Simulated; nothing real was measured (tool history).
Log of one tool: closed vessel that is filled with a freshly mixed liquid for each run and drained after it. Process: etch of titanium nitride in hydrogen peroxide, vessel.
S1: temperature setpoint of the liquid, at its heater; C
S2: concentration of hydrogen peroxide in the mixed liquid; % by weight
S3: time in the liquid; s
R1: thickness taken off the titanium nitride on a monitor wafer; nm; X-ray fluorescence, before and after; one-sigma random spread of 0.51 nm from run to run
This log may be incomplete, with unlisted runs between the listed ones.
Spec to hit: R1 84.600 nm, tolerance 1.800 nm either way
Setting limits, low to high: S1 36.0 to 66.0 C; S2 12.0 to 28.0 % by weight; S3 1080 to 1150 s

run 1 day=0.000 | S1=52.0 S2=19.0 S3=1080 | R1=36.357
run 2 day=0.229 | S1=52.0 S2=19.0 S3=1150 | R1=38.471
run 3 day=0.412 | S1=52.0 S2=15.5 S3=1150 | R1=36.788
run 4 day=0.767 | S1=52.0 S2=15.5 S3=1150 | R1=37.222
run 5 day=1.112 | S1=52.0 S2=15.5 S3=1080 | R1=34.747
-- day=1.304 thermometer replaced
run 6 day=1.304 | S1=49.0 S2=15.5 S3=1080 | R1=32.095
run 7 day=1.583 | S1=52.0 S2=18.0 S3=1095 | R1=41.382
run 8 day=1.788 | S1=52.0 S2=18.0 S3=1095 | R1=41.694
run 9 day=1.975 | S1=54.0 S2=18.0 S3=1095 | R1=47.984
run 10 day=2.271 | S1=55.0 S2=18.0 S3=1095 | R1=51.263
run 11 day=2.417 | S1=56.0 S2=18.0 S3=1095 | R1=55.600
run 12 day=2.521 | S1=57.0 S2=18.0 S3=1095 | R1=59.014
run 13 day=2.842 | S1=63.0 S2=18.0 S3=1095 | R1=88.329

Which single option among these 5 for the next run brings every result within its allowed miss of target? Just one does.
run A day=3.162 | S1=62.5 S2=13.5 S3=1150 | R1=?
run B day=3.162 | S1=64.0 S2=17.5 S3=1080 | R1=?
run C day=3.162 | S1=63.5 S2=16.5 S3=1105 | R1=?
run D day=3.162 | S1=64.0 S2=18.5 S3=1085 | R1=?
run E day=3.162 | S1=63.0 S2=21.0 S3=1135 | R1=?

move=A R1=85.343
move=B R1=93.557
move=C R1=91.447
move=D R1=95.108
move=E R1=95.645
A: all results land within tolerance of their targets
B: misses by more than the last run did
C: misses by more than the last run did
D: misses by more than the last run did
E: misses by more than the last run did
So the answer is move A, the one that meets all the targets.
